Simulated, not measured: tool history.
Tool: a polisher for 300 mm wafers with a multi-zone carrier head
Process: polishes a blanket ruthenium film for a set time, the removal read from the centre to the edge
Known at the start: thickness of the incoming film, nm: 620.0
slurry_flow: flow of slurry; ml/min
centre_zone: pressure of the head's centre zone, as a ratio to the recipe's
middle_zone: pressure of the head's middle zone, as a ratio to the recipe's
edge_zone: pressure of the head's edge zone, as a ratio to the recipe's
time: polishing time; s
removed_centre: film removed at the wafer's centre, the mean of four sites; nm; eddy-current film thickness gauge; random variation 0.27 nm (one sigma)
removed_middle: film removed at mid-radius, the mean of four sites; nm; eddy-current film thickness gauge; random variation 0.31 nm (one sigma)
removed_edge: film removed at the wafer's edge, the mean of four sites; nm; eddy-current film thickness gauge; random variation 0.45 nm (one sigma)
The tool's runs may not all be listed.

Run 1, hour 0: slurry_flow 280 ml/min, centre_zone 1, middle_zone 1, edge_zone 1, time 36 s. Result: removed_centre 41.69 nm, removed_middle 41.826 nm, removed_edge 42.87 nm.
Run 2, hour 4.3: slurry_flow 275 ml/min, centre_zone 1.01, middle_zone 0.95, edge_zone 0.97, time 33 s. Result: removed_centre 39.268 nm, removed_middle 37.111 nm, removed_edge 39.012 nm.
Run 3, hour 11.3: slurry_flow 270 ml/min, centre_zone 1.01, middle_zone 0.91, edge_zone 0.96, time 31 s. Result: removed_centre 36.719 nm, removed_middle 33.68 nm, removed_edge 36.001 nm.
Run 4, hour 19.9: slurry_flow 260 ml/min, centre_zone 1.01, middle_zone 0.88, edge_zone 0.96, time 30 s. Result: removed_centre 34.926 nm, removed_middle 31.253 nm, removed_edge 35.342 nm.
Run 5, hour 23.4: slurry_flow 320 ml/min, centre_zone 1.01, middle_zone 0.88, edge_zone 0.96, time 30 s. Result: removed_centre 36.037 nm, removed_middle 32.159 nm, removed_edge 34.965 nm.
Run 6, hour 27.4: slurry_flow 320 ml/min, centre_zone 1.01, middle_zone 0.93, edge_zone 0.96, time 30 s. Result: removed_centre 35.74 nm, removed_middle 33.81 nm, removed_edge 34.682 nm.
Run 7, hour 28.9: slurry_flow 320 ml/min, centre_zone 1.01, middle_zone 0.93, edge_zone 0.96, time 30 s. Result: removed_centre 36.015 nm, removed_middle 33.766 nm, removed_edge 35.069 nm.

Forecast run 8:
Run 8, hour 32.7: slurry_flow 320 ml/min, centre_zone 1.01, middle_zone 0.89, edge_zone 0.95, time 29 s. Result: removed_centre ?, removed_middle ?, removed_edge ?.

Run 8 gave removed_centre 34.753 nm, removed_middle 31.069 nm, removed_edge 34.257 nm.
